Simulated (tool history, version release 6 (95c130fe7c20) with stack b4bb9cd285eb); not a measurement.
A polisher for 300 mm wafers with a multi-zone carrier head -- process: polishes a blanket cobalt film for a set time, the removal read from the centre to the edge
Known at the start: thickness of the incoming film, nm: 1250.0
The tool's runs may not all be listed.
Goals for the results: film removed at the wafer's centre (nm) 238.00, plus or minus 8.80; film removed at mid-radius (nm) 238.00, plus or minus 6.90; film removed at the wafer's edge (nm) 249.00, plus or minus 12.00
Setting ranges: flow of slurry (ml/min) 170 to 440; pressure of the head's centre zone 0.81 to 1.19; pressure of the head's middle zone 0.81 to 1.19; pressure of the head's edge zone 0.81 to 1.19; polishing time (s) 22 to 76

run  hour  flow of slurry (ml/min)  pressure of the head's centre zone  pressure of the head's middle zone  pressure of the head's edge zone  polishing time (s)  film removed at the wafer's centre (nm)  film removed at mid-radius (nm)  film removed at the wafer's edge (nm)
  1   0.0                      280                                1.00                                1.00                              1.00                  49                                   199.11                           205.56                                 206.23
  2   7.7                      285                                1.01                                1.01                              1.03                  50                                   204.23                           208.94                                 210.83
  3  10.7                      285                                1.01                                1.07                              1.03                  50                                   206.29                           218.90                                 206.77
  4  11.9                      285                                1.01                                1.06                              1.04                  51                                   207.10                           220.20                                 220.33
  5  13.5                      290                                1.02                                1.07                              1.05                  52                                   216.83                           225.78                                 223.97
  6  16.8                      350                                1.02                                1.07                              1.05                  52                                   221.33                           231.26                                 223.23
  7  23.6                      350                                1.02                                1.07                              1.06                  52                                   220.86                           228.66                                 221.44
  8  29.0                      345                                1.02                                1.07                              1.07                  53                                   226.63                           234.07                                 231.26
  9  31.4                      345                                1.02                                1.07                              1.08                  53                                   224.35                           237.24                                 226.53
 10  36.8                      335                                1.02                                1.05                              1.08                  54                                   228.00                           233.36                                 237.75

Consider the 5 candidate settings below. Which is the only one whose results all fall within their allowed miss of target?
  A  42.2                      350                                1.12                                1.05                              1.11                  51                                        ?                                ?                                      ?
  B  42.2                      350                                1.12                                1.00                              1.05                  57                                        ?                                ?                                      ?
  C  42.2                      295                                1.06                                1.06                              1.15                  55                                        ?                                ?                                      ?
  D  42.2                      350                                1.03                                0.95                              1.10                  56                                        ?                                ?                                      ?
  E  42.2                      275                                1.01                                0.81                              1.19                  63                                        ?                                ?                                      ?

move  film removed at the wafer's centre (nm)  film removed at mid-radius (nm)  film removed at the wafer's edge (nm)
   A                                   240.20                           218.71                                 222.43
   B                                   268.37                           235.16                                 241.91
   C                                   241.19                           234.31                                 241.55
   D                                   242.25                           221.98                                 243.42
   E                                   260.82                           216.33                                 281.15
A: the furthest-off result lands on target, but another misses its tolerance
B: moves the result that the last run missed by most past its target, out the other side
C: hits every target within its allowed miss
D: the furthest-off result lands on target, but another misses its tolerance
E: moves the result that the last run missed by most past its target, out the other side
C meets every target.
